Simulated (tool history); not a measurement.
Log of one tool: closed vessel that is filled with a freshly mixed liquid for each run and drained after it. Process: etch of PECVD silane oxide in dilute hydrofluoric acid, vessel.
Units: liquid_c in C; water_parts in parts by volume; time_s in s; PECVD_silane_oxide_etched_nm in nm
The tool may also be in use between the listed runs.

run  hour  liquid_c  water_parts  time_s  PECVD_silane_oxide_etched_nm
  1   0.0      24.0          110     275                        55.534
  2   4.6      24.0          110     295                        59.178
  3   8.8      21.0          110     295                        53.226
  4  11.6      23.0           95     295                        67.672
  5  19.0      23.0          135     295                        45.182
  6  20.8      25.5          135     295                        49.905
  7  21.5      29.5           90     295                        92.530
  8  22.7      30.0           80     295                       108.130
  9  30.4      30.5           75     295                       118.570
 10  38.9      31.0           70     295                       129.690
 11  42.7      31.0           65     295                       141.150

Forecast run 12:
 12  44.9      31.0           65     295                             ?

PECVD_silane_oxide_etched_nm: 140.950 nm
